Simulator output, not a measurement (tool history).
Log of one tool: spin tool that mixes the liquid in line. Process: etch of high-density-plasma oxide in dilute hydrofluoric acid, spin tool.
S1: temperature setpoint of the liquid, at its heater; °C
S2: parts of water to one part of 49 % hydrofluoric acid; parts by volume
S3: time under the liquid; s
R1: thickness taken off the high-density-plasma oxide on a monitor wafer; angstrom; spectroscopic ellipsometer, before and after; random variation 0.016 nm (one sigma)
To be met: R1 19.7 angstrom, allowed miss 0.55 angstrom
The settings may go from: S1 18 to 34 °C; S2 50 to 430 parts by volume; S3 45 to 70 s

run,hour,S1,S2,S3,R1
1,0,26,240,70,13.423
2,7.7,27,235,70,14.391
3,15.1,25.5,235,70,13.53
4,22.5,23.5,235,70,12.733
5,25.2,20.5,235,70,11.21
6,34.2,18,235,70,10.342
7,37.9,20.5,230,70,11.519
8,43.5,22.5,225,70,12.948
9,49.7,24.5,225,70,14.05
10,55.1,26,225,70,14.621
11,64,27.5,225,70,15.256
12,65.9,28.5,225,70,15.958
13,74.7,28.5,225,70,15.915
14,75.4,29.5,225,70,16.731
15,80.4,30,225,70,16.84
16,83.3,30.5,225,70,17.068
17,89.9,31,225,70,17.361
18,93.5,31.5,225,70,17.629
# hour 100: hydrofluoric acid flow meter replaced
19,100,32,225,70,16.637
20,108,32,220,70,17.118
21,114.4,32,215,70,17.303
22,120.5,32.5,210,70,18.146
23,129.5,32.5,205,70,18.723

4 next moves are on the table. One of them brings every result within its allowed miss. Which?
A,138.5,33,190,70,?
B,138.5,34,225,70,?
C,138.5,31,180,70,?
D,138.5,31,190,70,?

move,R1
A,21.138
B,17.624
C,21.111
D,19.746
A: takes the result that was furthest off past its target
B: further off than the last run
C: takes the result that was furthest off past its target
D: meets every target
The right move is D.

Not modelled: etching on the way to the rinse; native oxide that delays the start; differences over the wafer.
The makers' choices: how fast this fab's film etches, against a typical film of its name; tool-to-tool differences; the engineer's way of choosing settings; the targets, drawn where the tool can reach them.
